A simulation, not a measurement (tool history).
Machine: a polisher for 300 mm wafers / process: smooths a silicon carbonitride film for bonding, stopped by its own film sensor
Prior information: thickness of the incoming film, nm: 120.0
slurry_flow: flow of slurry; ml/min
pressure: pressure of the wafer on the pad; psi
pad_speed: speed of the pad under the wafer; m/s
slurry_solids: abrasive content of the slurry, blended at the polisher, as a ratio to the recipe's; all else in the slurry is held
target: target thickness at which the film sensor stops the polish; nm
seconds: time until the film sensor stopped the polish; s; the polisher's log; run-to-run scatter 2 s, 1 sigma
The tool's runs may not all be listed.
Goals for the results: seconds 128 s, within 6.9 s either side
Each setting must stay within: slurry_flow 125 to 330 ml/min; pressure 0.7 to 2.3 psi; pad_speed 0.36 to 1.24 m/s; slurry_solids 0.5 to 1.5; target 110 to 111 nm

{"run": 1, "hour": 0.0, "slurry_flow": 210, "pressure": 1.5, "pad_speed": 0.8, "slurry_solids": 1, "target": 110, "seconds": 68.342}
{"run": 2, "hour": 4.5, "slurry_flow": 210, "pressure": 1.5, "pad_speed": 0.8, "slurry_solids": 1, "target": 110, "seconds": 68.589}
{"run": 3, "hour": 13.1, "slurry_flow": 210, "pressure": 1.5, "pad_speed": 0.62, "slurry_solids": 1, "target": 110, "seconds": 83.682}
{"run": 4, "hour": 19.6, "slurry_flow": 210, "pressure": 1.4, "pad_speed": 0.62, "slurry_solids": 1, "target": 110, "seconds": 89.828}
{"run": 5, "hour": 23.7, "slurry_flow": 210, "pressure": 1.4, "pad_speed": 0.62, "slurry_solids": 1.1, "target": 110, "seconds": 86.506}
{"run": 6, "hour": 29.7, "slurry_flow": 230, "pressure": 1.4, "pad_speed": 0.62, "slurry_solids": 1.1, "target": 110, "seconds": 84.223}
{"run": 7, "hour": 35.4, "slurry_flow": 230, "pressure": 1.3, "pad_speed": 0.62, "slurry_solids": 1.1, "target": 110, "seconds": 88.42}
{"run": 8, "hour": 39.5, "slurry_flow": 225, "pressure": 1.2, "pad_speed": 0.62, "slurry_solids": 1.1, "target": 110, "seconds": 92.047}
{"run": 9, "hour": 43.8, "slurry_flow": 225, "pressure": 1.1, "pad_speed": 0.6, "slurry_solids": 1.1, "target": 110, "seconds": 105.05}
{"run": 10, "hour": 51.8, "slurry_flow": 225, "pressure": 1.1, "pad_speed": 0.6, "slurry_solids": 1.1, "target": 110, "seconds": 105.33}
{"run": 11, "hour": 56.6, "slurry_flow": 225, "pressure": 0.8, "pad_speed": 0.58, "slurry_solids": 1.1, "target": 110, "seconds": 137.74}
{"run": 12, "hour": 64.5, "slurry_flow": 230, "pressure": 0.8, "pad_speed": 0.58, "slurry_solids": 1.1, "target": 110, "seconds": 134.59}
{"run": 13, "hour": 71.9, "slurry_flow": 235, "pressure": 0.8, "pad_speed": 0.58, "slurry_solids": 1.1, "target": 110, "seconds": 135.84}

Which single option among these 4 for the next run brings every result within its allowed miss of target? Just one does.
{"run": "A", "hour": 79.3, "slurry_flow": 210, "pressure": 0.7, "pad_speed": 0.54, "slurry_solids": 0.95, "target": 111, "seconds": "?"}
{"run": "B", "hour": 79.3, "slurry_flow": 275, "pressure": 0.8, "pad_speed": 0.46, "slurry_solids": 1.45, "target": 111, "seconds": "?"}
{"run": "C", "hour": 79.3, "slurry_flow": 255, "pressure": 0.7, "pad_speed": 0.6, "slurry_solids": 1, "target": 110, "seconds": "?"}
{"run": "D", "hour": 79.3, "slurry_flow": 240, "pressure": 0.8, "pad_speed": 0.58, "slurry_solids": 1, "target": 110, "seconds": "?"}

move=A seconds=156.68
move=B seconds=130.72
move=C seconds=152.37
move=D seconds=143.37
A: lands further from the targets than the last run did
B: all results land within tolerance of their targets
C: lands further from the targets than the last run did
D: lands further from the targets than the last run did
So the answer is move B, the one that meets all the targets.
